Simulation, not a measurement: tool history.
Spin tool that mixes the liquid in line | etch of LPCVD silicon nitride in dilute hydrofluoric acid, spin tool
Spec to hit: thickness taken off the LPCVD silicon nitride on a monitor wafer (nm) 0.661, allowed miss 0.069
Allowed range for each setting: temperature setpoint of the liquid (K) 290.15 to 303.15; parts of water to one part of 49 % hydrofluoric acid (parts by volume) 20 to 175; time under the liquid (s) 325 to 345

run	hour	temperature setpoint of the liquid (K)	parts of water to one part of 49 % hydrofluoric acid (parts by volume)	time under the liquid (s)	thickness taken off the LPCVD silicon nitride on a monitor wafer (nm)
1	0	295.15	95	325	1.5292
2	1.7	293.65	110	325	1.145
3	5.1	292.65	120	325	1.0447
4	9.8	291.65	130	325	0.86933
5	10.5	291.65	100	325	1.1011
6	14.9	291.15	115	325	0.9197
# hour 18.2: thermometer replaced
7	18.2	290.65	125	325	0.78846
8	20.5	290.65	130	325	0.77069

Which single option among these 5 for the next run brings every result within its allowed miss of target? Just one does.
A	22.8	294.15	140	345	?
B	22.8	290.15	100	325	?
C	22.8	292.15	135	345	?
D	22.8	290.15	175	325	?
E	22.8	290.15	140	330	?

move	thickness taken off the LPCVD silicon nitride on a monitor wafer (nm)
A	0.97845
B	0.97356
C	0.88642
D	0.56732
E	0.71408
A: lands further from the targets than the last run did
B: lands further from the targets than the last run did
C: lands further from the targets than the last run did
D: the result that was furthest off in the last run now lies on the other side of its target
E: all results in spec
Answer: E

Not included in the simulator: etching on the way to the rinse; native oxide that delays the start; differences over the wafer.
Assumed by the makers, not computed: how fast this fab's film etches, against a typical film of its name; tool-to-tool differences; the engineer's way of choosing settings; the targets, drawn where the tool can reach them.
